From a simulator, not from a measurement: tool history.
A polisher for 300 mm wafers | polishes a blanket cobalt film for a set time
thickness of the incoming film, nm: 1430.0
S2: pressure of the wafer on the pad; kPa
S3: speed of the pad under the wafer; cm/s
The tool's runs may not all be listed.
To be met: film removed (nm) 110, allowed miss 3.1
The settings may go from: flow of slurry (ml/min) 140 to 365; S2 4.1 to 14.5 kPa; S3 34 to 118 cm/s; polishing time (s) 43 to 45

Run 1, hour 0: flow of slurry (ml/min) 235, S2 9 kPa, S3 76 cm/s, polishing time (s) 43. Result: film removed (nm) 89.126.
Run 2, hour 6.3: flow of slurry (ml/min) 240, S2 9.7 kPa, S3 76 cm/s, polishing time (s) 43. Result: film removed (nm) 95.606.
Run 3, hour 7.9: flow of slurry (ml/min) 240, S2 10.3 kPa, S3 76 cm/s, polishing time (s) 43. Result: film removed (nm) 100.26.
Run 4, hour 10.4: flow of slurry (ml/min) 240, S2 9 kPa, S3 76 cm/s, polishing time (s) 43. Result: film removed (nm) 87.305.
Run 5, hour 14.7: flow of slurry (ml/min) 275, S2 9 kPa, S3 76 cm/s, polishing time (s) 43. Result: film removed (nm) 89.331.
Run 6, hour 23.1: flow of slurry (ml/min) 275, S2 9 kPa, S3 76 cm/s, polishing time (s) 43. Result: film removed (nm) 89.472.
Run 7, hour 25.2: flow of slurry (ml/min) 275, S2 9.7 kPa, S3 76 cm/s, polishing time (s) 43. Result: film removed (nm) 95.639.
Run 8, hour 29.7: flow of slurry (ml/min) 275, S2 10.3 kPa, S3 76 cm/s, polishing time (s) 43. Result: film removed (nm) 102.1.

Which of these 4 next moves meets every target?
Run A, hour 34.2: flow of slurry (ml/min) 250, S2 10.3 kPa, S3 68 cm/s, polishing time (s) 43. Result: film removed (nm) ?.
Run B, hour 34.2: flow of slurry (ml/min) 240, S2 9.7 kPa, S3 82 cm/s, polishing time (s) 44. Result: film removed (nm) ?.
Run C, hour 34.2: flow of slurry (ml/min) 235, S2 9.7 kPa, S3 84 cm/s, polishing time (s) 45. Result: film removed (nm) ?.
Run D, hour 34.2: flow of slurry (ml/min) 280, S2 8.3 kPa, S3 80 cm/s, polishing time (s) 45. Result: film removed (nm) ?.

move  film removed (nm)
   A             90.644
   B             103.74
   C             108.42
   D             90.492
A: further off than the last run
B: nearer than the last run, and not there yet
C: meets every target
D: further off than the last run
Answer: C
